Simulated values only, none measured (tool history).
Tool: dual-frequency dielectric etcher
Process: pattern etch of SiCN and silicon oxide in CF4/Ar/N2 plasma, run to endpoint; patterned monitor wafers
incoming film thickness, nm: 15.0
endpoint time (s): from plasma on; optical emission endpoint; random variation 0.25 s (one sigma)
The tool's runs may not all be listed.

run  hour  source power (W)  bias power (W)  Ar flow (sccm)  CF4 flow (sccm)  endpoint time (s)
  1   0.0               320              55              70               79             25.137
  2   9.0               350              55              70               79             22.174
  3  11.8               330              54              70               79             23.806
  4  19.6               300              54              70               79             26.354
  5  24.2               290              54              70               79             27.693
  6  25.4               320              54              70               79             24.707
  7  28.0               310              54              70               79             25.542
  8  35.8               300              54              70               79             26.362
  9  40.9               290              54              70               79             27.568

The next listed run, before its measurement:
 10  42.6               270              54              70               79                  ?

{"run 10": {"endpoint time (s)": 30.456}}
